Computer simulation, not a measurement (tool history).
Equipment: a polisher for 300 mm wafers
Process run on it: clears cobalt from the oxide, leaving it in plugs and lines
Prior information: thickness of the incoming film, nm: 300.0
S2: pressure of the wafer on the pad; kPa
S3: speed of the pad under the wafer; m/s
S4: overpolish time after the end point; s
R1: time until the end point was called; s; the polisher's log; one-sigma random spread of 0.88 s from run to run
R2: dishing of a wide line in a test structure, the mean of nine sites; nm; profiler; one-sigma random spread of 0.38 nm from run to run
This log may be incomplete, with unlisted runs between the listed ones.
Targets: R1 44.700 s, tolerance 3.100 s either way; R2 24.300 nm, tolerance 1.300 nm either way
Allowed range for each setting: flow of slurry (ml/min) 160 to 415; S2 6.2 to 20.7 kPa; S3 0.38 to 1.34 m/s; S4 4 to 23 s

{"run": 1, "hour": 0.0, "flow of slurry (ml/min)": 265, "S2": 13.1, "S3": 0.86, "S4": 12, "R1": 73.777, "R2": 37.52}
{"run": 2, "hour": 6.8, "flow of slurry (ml/min)": 260, "S2": 14.5, "S3": 0.86, "S4": 9, "R1": 65.436, "R2": 34.106}
{"run": 3, "hour": 11.4, "flow of slurry (ml/min)": 250, "S2": 15.2, "S3": 0.86, "S4": 7, "R1": 60.634, "R2": 28.896}
{"run": 4, "hour": 16.5, "flow of slurry (ml/min)": 250, "S2": 15.2, "S3": 0.86, "S4": 4, "R1": 62.742, "R2": 18.102}
{"run": 5, "hour": 20.2, "flow of slurry (ml/min)": 250, "S2": 15.2, "S3": 1.04, "S4": 4, "R1": 50.525, "R2": 21.56}
{"run": 6, "hour": 22.8, "flow of slurry (ml/min)": 250, "S2": 11.7, "S3": 1.04, "S4": 4, "R1": 65.068, "R2": 17.535}
{"run": 7, "hour": 24.1, "flow of slurry (ml/min)": 250, "S2": 13.1, "S3": 1.04, "S4": 4, "R1": 58.811, "R2": 19.177}
{"run": 8, "hour": 30.0, "flow of slurry (ml/min)": 250, "S2": 14.5, "S3": 1.04, "S4": 4, "R1": 54.243, "R2": 20.661}
{"run": 9, "hour": 31.6, "flow of slurry (ml/min)": 250, "S2": 15.2, "S3": 1.04, "S4": 4, "R1": 53.283, "R2": 21.232}
{"run": 10, "hour": 38.3, "flow of slurry (ml/min)": 250, "S2": 15.9, "S3": 1.08, "S4": 4, "R1": 49.039, "R2": 23.261}
{"run": 11, "hour": 39.6, "flow of slurry (ml/min)": 250, "S2": 15.9, "S3": 1.08, "S4": 4, "R1": 47.206, "R2": 22.587}
{"run": 12, "hour": 43.1, "flow of slurry (ml/min)": 250, "S2": 16.5, "S3": 1.08, "S4": 5, "R1": 46.234, "R2": 28.555}
{"run": 13, "hour": 49.7, "flow of slurry (ml/min)": 265, "S2": 15.9, "S3": 1.12, "S4": 5, "R1": 48.162, "R2": 28.035}
{"run": 14, "hour": 57.7, "flow of slurry (ml/min)": 245, "S2": 15.9, "S3": 1.12, "S4": 5, "R1": 45.758, "R2": 28.633}
{"run": 15, "hour": 62.8, "flow of slurry (ml/min)": 265, "S2": 15.9, "S3": 1.14, "S4": 5, "R1": 45.734, "R2": 28.985}
{"run": 16, "hour": 69.2, "flow of slurry (ml/min)": 245, "S2": 15.9, "S3": 1.14, "S4": 5, "R1": 45.216, "R2": 28.417}
{"run": 17, "hour": 70.8, "flow of slurry (ml/min)": 230, "S2": 15.9, "S3": 1.14, "S4": 5, "R1": 44.763, "R2": 28.529}
{"run": 18, "hour": 79.7, "flow of slurry (ml/min)": 215, "S2": 15.9, "S3": 1.14, "S4": 5, "R1": 45.832, "R2": 28.678}
{"run": 19, "hour": 80.8, "flow of slurry (ml/min)": 290, "S2": 13.8, "S3": 1.12, "S4": 4, "R1": 53.156, "R2": 21.553}

Exercise: of the 5 proposed moves below, exactly one satisfies all targets within the stated allowed misses. Which move is it?
{"run": "A", "hour": 81.9, "flow of slurry (ml/min)": 375, "S2": 16.5, "S3": 0.82, "S4": 5, "R1": "?", "R2": "?"}
{"run": "B", "hour": 81.9, "flow of slurry (ml/min)": 390, "S2": 10.3, "S3": 1.34, "S4": 4, "R1": "?", "R2": "?"}
{"run": "C", "hour": 81.9, "flow of slurry (ml/min)": 245, "S2": 13.1, "S3": 1.16, "S4": 4, "R1": "?", "R2": "?"}
{"run": "D", "hour": 81.9, "flow of slurry (ml/min)": 265, "S2": 17.2, "S3": 1.26, "S4": 4, "R1": "?", "R2": "?"}
{"run": "E", "hour": 81.9, "flow of slurry (ml/min)": 230, "S2": 15.9, "S3": 1.16, "S4": 4, "R1": "?", "R2": "?"}

move=A R1=60.871 R2=23.039
move=B R1=59.337 R2=19.524
move=C R1=56.154 R2=20.454
move=D R1=39.412 R2=27.271
move=E R1=46.860 R2=23.758
A: lands further from the targets than the last run did
B: lands further from the targets than the last run did
C: lands further from the targets than the last run did
D: pushes the last run's worst result past its target
E: all results land within tolerance of their targets
So the answer is move E, the one that meets all the targets.
